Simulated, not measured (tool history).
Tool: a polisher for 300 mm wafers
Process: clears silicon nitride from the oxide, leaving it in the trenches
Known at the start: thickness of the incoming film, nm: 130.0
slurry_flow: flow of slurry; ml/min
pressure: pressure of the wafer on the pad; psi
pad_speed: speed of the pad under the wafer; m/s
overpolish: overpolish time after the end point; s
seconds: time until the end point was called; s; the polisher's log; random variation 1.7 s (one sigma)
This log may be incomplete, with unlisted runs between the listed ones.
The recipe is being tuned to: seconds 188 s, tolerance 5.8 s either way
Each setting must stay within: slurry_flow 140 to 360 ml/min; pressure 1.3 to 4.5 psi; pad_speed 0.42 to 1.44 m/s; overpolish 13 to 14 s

run,day,slurry_flow,pressure,pad_speed,overpolish,seconds
1,0,230,2.9,0.92,13,125.9
2,0.342,230,2.9,0.92,13,125.51
3,0.458,230,2.6,0.92,13,139.6
4,0.567,230,3.1,0.92,13,118.21
5,0.617,230,2.8,0.92,13,129.24
6,0.825,230,2.8,1.12,13,109.74
7,1.004,230,2.4,1.12,13,125.47
8,1.2,230,2.1,1.12,13,141.45
9,1.55,230,1.9,1.12,13,152.38
10,1.746,220,1.3,1.12,13,207.55

Next run, 5 choices. One meets every target within its allowed miss, the rest don't. Which?
A,1.942,230,2,0.84,14,?
B,1.942,325,2,0.88,14,?
C,1.942,195,1.3,0.94,13,?
D,1.942,200,1.3,1.02,13,?
E,1.942,210,1.6,1.12,14,?

move,seconds
A,189.63
B,177.59
C,247.56
D,229.86
E,178.4
A: in spec on every target
B: moves the result that the last run missed by most past its target, out the other side
C: lands further from the targets than the last run did
D: lands further from the targets than the last run did
E: moves the result that the last run missed by most past its target, out the other side
The move that meets every target is A.
